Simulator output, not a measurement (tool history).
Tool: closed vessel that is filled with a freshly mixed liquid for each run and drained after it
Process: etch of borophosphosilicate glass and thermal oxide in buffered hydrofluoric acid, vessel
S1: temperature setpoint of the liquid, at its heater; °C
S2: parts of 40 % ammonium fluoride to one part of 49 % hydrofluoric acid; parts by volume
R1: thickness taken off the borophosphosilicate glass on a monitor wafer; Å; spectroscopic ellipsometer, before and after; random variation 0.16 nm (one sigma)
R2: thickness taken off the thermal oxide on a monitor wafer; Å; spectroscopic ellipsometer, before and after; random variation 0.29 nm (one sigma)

Run 1, day 0.000: S1 20.0 °C, S2 11.5 parts by volume, time in the liquid (s) 60. Result: R1 671.78 Å, R2 495.71 Å.
Run 2, day 0.308: S1 19.5 °C, S2 11.5 parts by volume, time in the liquid (s) 60. Result: R1 650.06 Å, R2 476.20 Å.
Run 3, day 0.621: S1 19.0 °C, S2 11.5 parts by volume, time in the liquid (s) 60. Result: R1 633.47 Å, R2 470.76 Å.
Run 4, day 0.867: S1 18.5 °C, S2 11.5 parts by volume, time in the liquid (s) 60. Result: R1 615.93 Å, R2 452.13 Å.
Run 5, day 1.183: S1 22.0 °C, S2 11.5 parts by volume, time in the liquid (s) 60. Result: R1 746.40 Å, R2 546.24 Å.
Run 6, day 1.508: S1 21.5 °C, S2 11.5 parts by volume, time in the liquid (s) 60. Result: R1 725.74 Å, R2 535.96 Å.
Run 7, day 1.783: S1 21.0 °C, S2 11.5 parts by volume, time in the liquid (s) 60. Result: R1 705.72 Å, R2 520.50 Å.

Run 8 comes next. What will it give?
Run 8, day 2.046: S1 20.5 °C, S2 11.5 parts by volume, time in the liquid (s) 60. Result: R1 ?, R2 ?.

{"run 8": {"R1": 684.66, "R2": 505.0}}

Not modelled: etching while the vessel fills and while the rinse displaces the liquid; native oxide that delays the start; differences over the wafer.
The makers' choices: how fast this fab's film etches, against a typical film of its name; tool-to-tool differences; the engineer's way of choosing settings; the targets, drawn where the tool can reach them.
